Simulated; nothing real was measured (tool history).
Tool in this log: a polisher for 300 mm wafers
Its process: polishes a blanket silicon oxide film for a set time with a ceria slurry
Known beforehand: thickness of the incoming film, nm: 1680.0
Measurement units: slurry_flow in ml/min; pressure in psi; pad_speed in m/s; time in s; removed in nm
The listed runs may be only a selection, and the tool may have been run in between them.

run	hour	slurry_flow	pressure	pad_speed	time	removed
1	0.0	210	2.0	1.22	59	215.02
2	6.2	210	1.9	1.20	59	202.78
3	14.8	210	1.8	1.18	59	188.13
4	21.0	210	1.7	1.16	59	175.97
5	28.0	160	1.7	1.16	59	169.66
6	35.3	205	1.7	1.16	59	176.80
7	42.8	200	1.6	1.14	59	164.38

The next listed run, before its measurement:
8	47.0	200	1.5	1.14	59	?

Logged for run 8: removed 156.21 nm.

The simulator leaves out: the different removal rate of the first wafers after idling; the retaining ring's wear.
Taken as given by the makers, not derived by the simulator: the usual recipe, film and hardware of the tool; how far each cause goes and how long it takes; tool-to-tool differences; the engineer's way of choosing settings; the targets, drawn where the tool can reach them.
